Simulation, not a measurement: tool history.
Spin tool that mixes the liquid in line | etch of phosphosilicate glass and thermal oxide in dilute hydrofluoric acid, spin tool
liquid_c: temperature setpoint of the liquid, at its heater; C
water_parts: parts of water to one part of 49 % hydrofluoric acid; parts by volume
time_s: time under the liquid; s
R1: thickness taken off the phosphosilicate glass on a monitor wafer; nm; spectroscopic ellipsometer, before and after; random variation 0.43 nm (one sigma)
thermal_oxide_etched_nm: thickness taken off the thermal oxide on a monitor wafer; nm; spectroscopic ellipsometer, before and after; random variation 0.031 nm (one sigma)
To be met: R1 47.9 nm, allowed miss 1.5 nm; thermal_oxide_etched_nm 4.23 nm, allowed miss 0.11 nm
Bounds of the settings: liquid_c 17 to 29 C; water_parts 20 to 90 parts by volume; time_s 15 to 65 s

run 1 day=0 | liquid_c=21 water_parts=50 time_s=35 | R1=38.751 thermal_oxide_etched_nm=3.3964
run 2 day=0.271 | liquid_c=22.5 water_parts=50 time_s=35 | R1=41.378 thermal_oxide_etched_nm=3.6549
run 3 day=0.562 | liquid_c=19.5 water_parts=50 time_s=35 | R1=36.719 thermal_oxide_etched_nm=3.2202
run 4 day=0.862 | liquid_c=21 water_parts=50 time_s=35 | R1=39.204 thermal_oxide_etched_nm=3.4824
run 5 day=1.158 | liquid_c=19 water_parts=50 time_s=35 | R1=35.851 thermal_oxide_etched_nm=3.1346
run 6 day=1.3 | liquid_c=19 water_parts=50 time_s=20 | R1=20.357 thermal_oxide_etched_nm=1.7757
run 7 day=1.496 | liquid_c=21.5 water_parts=45 time_s=20 | R1=24.947 thermal_oxide_etched_nm=2.2312
run 8 day=1.517 | liquid_c=23 water_parts=40 time_s=20 | R1=30.754 thermal_oxide_etched_nm=2.673
run 9 day=1.883 | liquid_c=24.5 water_parts=40 time_s=20 | R1=32.766 thermal_oxide_etched_nm=2.8651
run 10 day=2.062 | liquid_c=25.5 water_parts=40 time_s=20 | R1=34.154 thermal_oxide_etched_nm=2.9876
run 11 day=2.362 | liquid_c=26.5 water_parts=40 time_s=20 | R1=34.726 thermal_oxide_etched_nm=3.1165
run 12 day=2.558 | liquid_c=27 water_parts=35 time_s=20 | R1=40.726 thermal_oxide_etched_nm=3.6384
run 13 day=2.8 | liquid_c=27 water_parts=35 time_s=20 | R1=41.875 thermal_oxide_etched_nm=3.6602
run 14 day=2.892 | liquid_c=27 water_parts=35 time_s=20 | R1=41.313 thermal_oxide_etched_nm=3.6809
run 15 day=3.221 | liquid_c=29 water_parts=30 time_s=20 | R1=53.007 thermal_oxide_etched_nm=4.6935
run 16 day=3.329 | liquid_c=28.5 water_parts=30 time_s=20 | R1=51.989 thermal_oxide_etched_nm=4.6011

Which of these 5 next moves meets every target?
run A day=3.438 | liquid_c=25 water_parts=20 time_s=15 | R1=? thermal_oxide_etched_nm=?
run B day=3.438 | liquid_c=26.5 water_parts=30 time_s=20 | R1=? thermal_oxide_etched_nm=?
run C day=3.438 | liquid_c=29 water_parts=35 time_s=20 | R1=? thermal_oxide_etched_nm=?
run D day=3.438 | liquid_c=27 water_parts=40 time_s=25 | R1=? thermal_oxide_etched_nm=?
run E day=3.438 | liquid_c=23.5 water_parts=25 time_s=20 | R1=? thermal_oxide_etched_nm=?

move=A R1=51.384 thermal_oxide_etched_nm=4.5141
move=B R1=47.921 thermal_oxide_etched_nm=4.2099
move=C R1=45.127 thermal_oxide_etched_nm=3.9644
move=D R1=45.195 thermal_oxide_etched_nm=3.9704
move=E R1=51.107 thermal_oxide_etched_nm=4.4898
A: nearer than the last run, and not there yet
B: meets every target
C: takes the result that was furthest off past its target
D: takes the result that was furthest off past its target
E: nearer than the last run, and not there yet
Answer: B
